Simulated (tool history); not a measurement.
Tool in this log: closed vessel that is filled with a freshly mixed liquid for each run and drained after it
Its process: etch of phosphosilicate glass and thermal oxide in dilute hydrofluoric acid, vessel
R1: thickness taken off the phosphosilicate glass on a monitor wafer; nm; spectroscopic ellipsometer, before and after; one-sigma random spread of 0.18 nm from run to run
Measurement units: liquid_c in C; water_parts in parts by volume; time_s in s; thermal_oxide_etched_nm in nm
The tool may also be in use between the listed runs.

{"run": 1, "day": 0.0, "liquid_c": 24, "water_parts": 125, "time_s": 60, "R1": 25.622, "thermal_oxide_etched_nm": 2.32}
{"run": 2, "day": 0.221, "liquid_c": 24, "water_parts": 165, "time_s": 60, "R1": 18.874, "thermal_oxide_etched_nm": 1.6565}
{"run": 3, "day": 0.329, "liquid_c": 24.5, "water_parts": 165, "time_s": 60, "R1": 18.727, "thermal_oxide_etched_nm": 1.6988}
{"run": 4, "day": 0.371, "liquid_c": 25, "water_parts": 165, "time_s": 60, "R1": 19.132, "thermal_oxide_etched_nm": 1.7647}
{"run": 5, "day": 0.7, "liquid_c": 25, "water_parts": 165, "time_s": 75, "R1": 24.203, "thermal_oxide_etched_nm": 2.1729}
{"run": 6, "day": 1.058, "liquid_c": 25, "water_parts": 135, "time_s": 75, "R1": 30.14, "thermal_oxide_etched_nm": 2.7569}
{"run": 7, "day": 1.292, "liquid_c": 24.5, "water_parts": 140, "time_s": 75, "R1": 28.559, "thermal_oxide_etched_nm": 2.6338}

The next listed run, before its measurement:
{"run": 8, "day": 1.562, "liquid_c": 23.5, "water_parts": 145, "time_s": 75, "R1": "?", "thermal_oxide_etched_nm": "?"}

{"run 8": {"R1": 26.33, "thermal_oxide_etched_nm": 2.4012}}
